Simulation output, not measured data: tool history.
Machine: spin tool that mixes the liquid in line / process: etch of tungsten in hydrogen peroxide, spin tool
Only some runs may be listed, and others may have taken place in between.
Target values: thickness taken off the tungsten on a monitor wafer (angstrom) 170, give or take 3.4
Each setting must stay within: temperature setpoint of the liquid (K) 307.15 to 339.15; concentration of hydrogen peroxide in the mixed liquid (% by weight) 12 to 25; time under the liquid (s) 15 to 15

run  hour  temperature setpoint of the liquid (K)  concentration of hydrogen peroxide in the mixed liquid (% by weight)  time under the liquid (s)  thickness taken off the tungsten on a monitor wafer (angstrom)
  1     0                                  323.15                                                                    17                         15                                                           114.3
  2   7.9                                  316.65                                                                    17                         15                                                          76.388
  3  10.3                                  320.15                                                                    17                         15                                                          94.475
  4  15.5                                  322.65                                                                    17                         15                                                          111.69
  5  21.2                                  322.65                                                                  19.5                         15                                                           118.3
  6    29                                  317.15                                                                  19.5                         15                                                          84.474
  7  35.9                                  320.15                                                                  19.5                         15                                                          101.93
  8  37.4                                  328.15                                                                  19.5                         15                                                          164.81

Consider the 5 candidate settings below. Which is the only one whose results all fall within their allowed miss of target?
  A  38.9                                  326.65                                                                    25                         15                                                               ?
  B  38.9                                  328.65                                                                  20.5                         15                                                               ?
  C  38.9                                  328.65                                                                    21                         15                                                               ?
  D  38.9                                  330.65                                                                    17                         15                                                               ?
  E  38.9                                  329.15                                                                    20                         15                                                               ?

move  thickness taken off the tungsten on a monitor wafer (angstrom)
   A                                                          170.87
   B                                                          174.26
   C                                                          176.38
   D                                                          178.47
   E                                                          177.28
A: each result inside its tolerance
B: takes the result that was furthest off past its target
C: takes the result that was furthest off past its target
D: takes the result that was furthest off past its target
E: takes the result that was furthest off past its target
The right move is A.

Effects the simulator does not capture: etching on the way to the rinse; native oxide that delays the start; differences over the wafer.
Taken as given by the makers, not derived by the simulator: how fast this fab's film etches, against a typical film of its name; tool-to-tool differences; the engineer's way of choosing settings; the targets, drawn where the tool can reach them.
